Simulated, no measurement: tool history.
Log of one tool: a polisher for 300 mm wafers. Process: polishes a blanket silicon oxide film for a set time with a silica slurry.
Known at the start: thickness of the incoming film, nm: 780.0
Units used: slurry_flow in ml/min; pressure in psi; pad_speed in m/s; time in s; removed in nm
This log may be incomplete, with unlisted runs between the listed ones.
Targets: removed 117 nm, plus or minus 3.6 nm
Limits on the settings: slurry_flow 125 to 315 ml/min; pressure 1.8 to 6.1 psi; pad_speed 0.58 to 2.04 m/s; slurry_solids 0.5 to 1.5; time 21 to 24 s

| run | hour | slurry_flow | pressure | pad_speed | slurry_solids | time | removed |
|---|---|---|---|---|---|---|---|
| 1 | 0 | 205 | 3.9 | 1.3 | 1 | 24 | 96.024 |
| 2 | 2.8 | 205 | 3.9 | 1.1 | 1 | 24 | 83.932 |
| 3 | 5.4 | 240 | 3.9 | 1.1 | 1 | 24 | 85.381 |
| 4 | 7.1 | 240 | 4.4 | 1.1 | 1 | 24 | 95.746 |
| 5 | 11.5 | 275 | 4.4 | 1.1 | 1 | 24 | 96.813 |
| 6 | 16.5 | 275 | 4.6 | 1.1 | 1 | 24 | 100.85 |
| 7 | 24.2 | 275 | 4.7 | 1.1 | 1 | 24 | 102.36 |
| 8 | 28.1 | 275 | 4.8 | 1.1 | 1 | 24 | 104.64 |
| 9 | 37 | 275 | 4.9 | 1.1 | 1 | 24 | 108.5 |
| 10 | 43.9 | 275 | 5 | 1.1 | 1 | 24 | 110.3 |
| 11 | 47.2 | 275 | 5.1 | 1.1 | 1 | 24 | 111.48 |

Which one of the following 5 next-run settings gets every result inside its allowed miss? There is exactly one.
| A | 50.5 | 315 | 5.2 | 0.94 | 1.25 | 22 | ? |
| B | 50.5 | 300 | 5.7 | 1.02 | 1.1 | 21 | ? |
| C | 50.5 | 285 | 5.6 | 0.94 | 0.95 | 24 | ? |
| D | 50.5 | 280 | 5.8 | 0.9 | 1.1 | 23 | ? |
| E | 50.5 | 220 | 5.5 | 1.42 | 0.8 | 21 | ? |

| move | removed |
|---|---|
| A | 100.46 |
| B | 107.23 |
| C | 107.31 |
| D | 107.38 |
| E | 118.21 |
A: the biggest miss grows against the last run
B: the biggest miss grows against the last run
C: the biggest miss grows against the last run
D: the biggest miss grows against the last run
E: all results land within tolerance of their targets
E is the move that brings every result within its allowed miss.

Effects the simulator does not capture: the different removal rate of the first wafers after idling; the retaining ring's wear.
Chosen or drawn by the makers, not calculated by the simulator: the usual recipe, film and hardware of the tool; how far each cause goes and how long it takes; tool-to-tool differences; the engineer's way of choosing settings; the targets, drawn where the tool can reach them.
